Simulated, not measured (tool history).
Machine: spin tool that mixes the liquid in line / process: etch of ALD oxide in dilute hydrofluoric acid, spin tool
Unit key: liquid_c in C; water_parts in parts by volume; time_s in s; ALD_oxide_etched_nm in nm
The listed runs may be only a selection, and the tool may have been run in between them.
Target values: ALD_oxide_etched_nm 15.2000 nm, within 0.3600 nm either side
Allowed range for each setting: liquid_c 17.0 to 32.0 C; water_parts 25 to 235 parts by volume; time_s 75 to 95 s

run 1 day=0.000 | liquid_c=24.0 water_parts=130 time_s=95 | ALD_oxide_etched_nm=7.5049
run 2 day=0.121 | liquid_c=22.5 water_parts=130 time_s=95 | ALD_oxide_etched_nm=7.0431
run 3 day=0.279 | liquid_c=22.5 water_parts=85 time_s=95 | ALD_oxide_etched_nm=11.3520
run 4 day=0.512 | liquid_c=22.5 water_parts=85 time_s=95 | ALD_oxide_etched_nm=11.4250
run 5 day=0.833 | liquid_c=24.5 water_parts=85 time_s=95 | ALD_oxide_etched_nm=12.4260
run 6 day=0.933 | liquid_c=26.0 water_parts=85 time_s=95 | ALD_oxide_etched_nm=13.1400
run 7 day=0.979 | liquid_c=27.0 water_parts=85 time_s=95 | ALD_oxide_etched_nm=13.6530
run 8 day=1.029 | liquid_c=28.0 water_parts=85 time_s=95 | ALD_oxide_etched_nm=14.2260
run 9 day=1.354 | liquid_c=28.5 water_parts=85 time_s=95 | ALD_oxide_etched_nm=14.5540
run 10 day=1.667 | liquid_c=29.0 water_parts=85 time_s=95 | ALD_oxide_etched_nm=14.6820

Below are 5 possible settings for the next run. Only one of them brings all results inside the allowed miss of their targets. Which is it?
run A day=1.979 | liquid_c=29.5 water_parts=85 time_s=90 | ALD_oxide_etched_nm=?
run B day=1.979 | liquid_c=28.5 water_parts=90 time_s=95 | ALD_oxide_etched_nm=?
run C day=1.979 | liquid_c=30.5 water_parts=90 time_s=95 | ALD_oxide_etched_nm=?
run D day=1.979 | liquid_c=30.5 water_parts=70 time_s=75 | ALD_oxide_etched_nm=?
run E day=1.979 | liquid_c=32.0 water_parts=85 time_s=80 | ALD_oxide_etched_nm=?

move=A ALD_oxide_etched_nm=14.1750
move=B ALD_oxide_etched_nm=13.5080
move=C ALD_oxide_etched_nm=14.5630
move=D ALD_oxide_etched_nm=15.2380
move=E ALD_oxide_etched_nm=13.8330
A: misses by more than the last run did
B: misses by more than the last run did
C: misses by more than the last run did
D: meets every target
E: misses by more than the last run did
The move that meets every target is D.
